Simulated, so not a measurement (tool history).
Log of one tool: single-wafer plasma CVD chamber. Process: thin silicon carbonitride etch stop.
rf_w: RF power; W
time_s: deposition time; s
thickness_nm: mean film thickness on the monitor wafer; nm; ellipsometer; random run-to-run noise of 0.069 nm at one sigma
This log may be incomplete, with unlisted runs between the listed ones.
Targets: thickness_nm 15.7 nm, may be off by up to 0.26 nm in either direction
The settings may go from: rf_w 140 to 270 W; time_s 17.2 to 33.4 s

run  hour  rf_w  time_s  thickness_nm
  1     0   205    25.3         14.23
  2   5.4   215    25.5        14.481
  3   7.3   235    25.5        14.915
  4   8.9   240    25.6        15.138
  5  12.6   215    25.6        14.568
  6  13.2   215    29.2        16.828
  7  20.7   215    29.2        16.694
  8  22.5   205    29.1        16.603
  9    26   200    28.9        16.307

Below are 5 possible settings for the next run. Only one of them brings all results inside the allowed miss of their targets. Which is it?
  A  29.5   225    26.3             ?
  B  29.5   195    29.6             ?
  C  29.5   215    27.4             ?
  D  29.5   180    30.4             ?
  E  29.5   180    30.6             ?

move  thickness_nm
   A        15.337
   B        16.521
   C        15.758
   D        16.556
   E        16.665
A: carries the result that was furthest off beyond its target, to the other side
B: lands further from the targets than the last run did
C: all results land within tolerance of their targets
D: lands further from the targets than the last run did
E: lands further from the targets than the last run did
Correct choice: C, which meets every target
